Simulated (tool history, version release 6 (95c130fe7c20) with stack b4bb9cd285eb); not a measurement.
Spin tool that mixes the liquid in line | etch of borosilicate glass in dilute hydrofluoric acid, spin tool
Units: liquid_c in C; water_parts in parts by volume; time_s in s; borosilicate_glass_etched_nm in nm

Run 1, hour 0.0: liquid_c 22.0 C, water_parts 235 parts by volume, time_s 185 s. Result: borosilicate_glass_etched_nm 16.608 nm.
Run 2, hour 1.6: liquid_c 22.0 C, water_parts 235 parts by volume, time_s 200 s. Result: borosilicate_glass_etched_nm 18.103 nm.
Run 3, hour 7.7: liquid_c 22.0 C, water_parts 235 parts by volume, time_s 185 s. Result: borosilicate_glass_etched_nm 16.566 nm.
Run 4, hour 9.4: liquid_c 22.0 C, water_parts 195 parts by volume, time_s 185 s. Result: borosilicate_glass_etched_nm 20.933 nm.
Run 5, hour 16.5: liquid_c 20.5 C, water_parts 230 parts by volume, time_s 185 s. Result: borosilicate_glass_etched_nm 16.220 nm.
Run 6, hour 21.1: liquid_c 20.5 C, water_parts 230 parts by volume, time_s 185 s. Result: borosilicate_glass_etched_nm 16.161 nm.

Forecast run 7:
Run 7, hour 27.4: liquid_c 19.5 C, water_parts 255 parts by volume, time_s 185 s. Result: borosilicate_glass_etched_nm ?.

borosilicate_glass_etched_nm: 13.662 nm
